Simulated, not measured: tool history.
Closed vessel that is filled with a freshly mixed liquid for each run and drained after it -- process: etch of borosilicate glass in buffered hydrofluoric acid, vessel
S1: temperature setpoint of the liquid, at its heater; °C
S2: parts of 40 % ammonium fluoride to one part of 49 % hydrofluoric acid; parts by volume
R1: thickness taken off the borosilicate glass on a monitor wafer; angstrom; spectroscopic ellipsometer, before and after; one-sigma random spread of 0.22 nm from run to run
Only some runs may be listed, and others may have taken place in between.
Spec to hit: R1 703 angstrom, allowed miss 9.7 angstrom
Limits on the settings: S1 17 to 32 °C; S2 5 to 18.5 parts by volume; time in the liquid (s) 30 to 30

run 1 hour=0 | S1=24 S2=11.5 time_in_the_liquid_(s)=30 | R1=317.14
run 2 hour=2.7 | S1=21 S2=11.5 time_in_the_liquid_(s)=30 | R1=268.95
run 3 hour=7.3 | S1=23.5 S2=11.5 time_in_the_liquid_(s)=30 | R1=309.95
run 4 hour=15.4 | S1=26 S2=10 time_in_the_liquid_(s)=30 | R1=405.59
run 5 hour=23.2 | S1=26 S2=10 time_in_the_liquid_(s)=30 | R1=401.82
run 6 hour=27.1 | S1=26 S2=10 time_in_the_liquid_(s)=30 | R1=403.7
run 7 hour=32.6 | S1=28 S2=9 time_in_the_liquid_(s)=30 | R1=480.36
run 8 hour=34.3 | S1=29 S2=8.5 time_in_the_liquid_(s)=30 | R1=539.48
run 9 hour=36.2 | S1=30 S2=8 time_in_the_liquid_(s)=30 | R1=607.97
run 10 hour=41.9 | S1=30.5 S2=8 time_in_the_liquid_(s)=30 | R1=623.66
run 11 hour=45 | S1=31 S2=8 time_in_the_liquid_(s)=30 | R1=638.92
run 12 hour=53.5 | S1=31.5 S2=8 time_in_the_liquid_(s)=30 | R1=658.08
run 13 hour=60 | S1=32 S2=7.5 time_in_the_liquid_(s)=30 | R1=721.86

Exactly one of the 4 candidate moves below puts every result within its allowed miss. Which one?
run A hour=66.5 | S1=29.5 S2=7 time_in_the_liquid_(s)=30 | R1=?
run B hour=66.5 | S1=29.5 S2=6.5 time_in_the_liquid_(s)=30 | R1=?
run C hour=66.5 | S1=30 S2=7 time_in_the_liquid_(s)=30 | R1=?
run D hour=66.5 | S1=31 S2=7.5 time_in_the_liquid_(s)=30 | R1=?

move=A R1=686.55
move=B R1=733.42
move=C R1=704.43
move=D R1=687.36
A: carries the result that was furthest off beyond its target, to the other side
B: the biggest miss grows against the last run
C: each result inside its tolerance
D: carries the result that was furthest off beyond its target, to the other side
The move that meets every target is C.
